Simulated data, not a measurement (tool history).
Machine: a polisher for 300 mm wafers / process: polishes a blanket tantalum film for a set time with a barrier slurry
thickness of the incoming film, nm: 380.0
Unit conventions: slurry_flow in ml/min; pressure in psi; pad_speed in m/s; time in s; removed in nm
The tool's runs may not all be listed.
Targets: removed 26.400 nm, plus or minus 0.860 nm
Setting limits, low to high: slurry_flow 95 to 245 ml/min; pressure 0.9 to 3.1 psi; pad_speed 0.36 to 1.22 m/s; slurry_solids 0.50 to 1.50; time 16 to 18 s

run,day,slurry_flow,pressure,pad_speed,slurry_solids,time,removed
1,0.000,155,2.0,0.78,1.00,18,19.780
2,0.296,155,1.7,0.78,1.00,18,16.795
3,0.467,155,1.7,0.66,1.00,18,14.440
4,0.625,155,1.7,0.84,1.00,18,18.487
5,0.812,160,1.8,0.84,1.00,18,19.034
6,1.058,160,2.2,0.84,1.00,18,23.480
7,1.133,165,2.3,0.84,1.00,18,24.375
8,1.412,165,2.3,0.84,1.00,18,24.559
9,1.500,165,2.4,0.84,1.00,18,25.330

Pick the move, out of 4, that brings all results within their allowed miss; only one does.
A,1.588,165,2.5,0.74,1.10,18,?
B,1.588,155,2.7,0.86,0.70,17,?
C,1.588,195,2.7,0.78,1.00,16,?
D,1.588,190,2.5,0.92,0.85,17,?

move,removed
A,24.177
B,23.896
C,24.189
D,26.339
A: its largest miss is bigger than the last run's
B: its largest miss is bigger than the last run's
C: its largest miss is bigger than the last run's
D: meets every target
The right move is D.
